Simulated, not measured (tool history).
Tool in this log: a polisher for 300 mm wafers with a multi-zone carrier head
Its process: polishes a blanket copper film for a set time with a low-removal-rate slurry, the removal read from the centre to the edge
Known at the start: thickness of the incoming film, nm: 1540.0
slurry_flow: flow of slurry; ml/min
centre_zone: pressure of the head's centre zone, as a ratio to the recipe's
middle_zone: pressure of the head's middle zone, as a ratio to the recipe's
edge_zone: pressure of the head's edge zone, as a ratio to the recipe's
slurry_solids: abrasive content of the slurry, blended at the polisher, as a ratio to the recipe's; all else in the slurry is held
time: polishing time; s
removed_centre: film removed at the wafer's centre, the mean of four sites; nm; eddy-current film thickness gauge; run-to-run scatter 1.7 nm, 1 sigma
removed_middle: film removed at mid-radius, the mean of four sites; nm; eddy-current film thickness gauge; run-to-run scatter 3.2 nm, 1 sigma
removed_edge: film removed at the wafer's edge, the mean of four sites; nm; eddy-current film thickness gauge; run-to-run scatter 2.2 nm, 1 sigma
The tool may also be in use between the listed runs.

| run | hour | slurry_flow | centre_zone | middle_zone | edge_zone | slurry_solids | time | removed_centre | removed_middle | removed_edge |
|---|---|---|---|---|---|---|---|---|---|---|
| 1 | 0 | 265 | 1 | 1 | 1 | 1 | 53 | 170.57 | 190.76 | 192.37 |
| 2 | 3 | 265 | 1 | 1.05 | 1 | 1 | 53 | 170.73 | 194.23 | 195.48 |
| 3 | 6.8 | 245 | 1.01 | 0.99 | 1.06 | 1.15 | 57 | 188.25 | 204.97 | 217.8 |
| 4 | 11.1 | 245 | 1.01 | 0.99 | 1.06 | 1.05 | 57 | 185.65 | 198.02 | 214.54 |
| 5 | 16.2 | 235 | 1.02 | 0.97 | 1.1 | 1.15 | 60 | 198.91 | 208.75 | 231.27 |
| 6 | 18.6 | 245 | 1.02 | 0.94 | 1.13 | 1.25 | 62 | 213.8 | 213.27 | 248.38 |
|  | 22.1 | centre zone pressure recalibrated |
| 7 | 22.1 | 270 | 1.01 | 0.94 | 1.15 | 1.35 | 63 | 243.77 | 219.6 | 257.37 |
| 8 | 25.2 | 245 | 1 | 0.94 | 1.16 | 1.4 | 65 | 244.85 | 220.6 | 267.93 |
| 9 | 28.4 | 225 | 0.99 | 0.96 | 1.16 | 1.4 | 66 | 243.69 | 231.94 | 270.34 |
| 10 | 33.9 | 205 | 0.98 | 0.95 | 1.17 | 1.4 | 67 | 244.48 | 235.64 | 271.8 |

Predict the results of run 11:
| 11 | 35.1 | 195 | 0.95 | 0.92 | 1.17 | 1.4 | 68 | ? | ? | ? |

{"run 11": {"removed_centre": 238.66, "removed_middle": 225, "removed_edge": 274.49}}

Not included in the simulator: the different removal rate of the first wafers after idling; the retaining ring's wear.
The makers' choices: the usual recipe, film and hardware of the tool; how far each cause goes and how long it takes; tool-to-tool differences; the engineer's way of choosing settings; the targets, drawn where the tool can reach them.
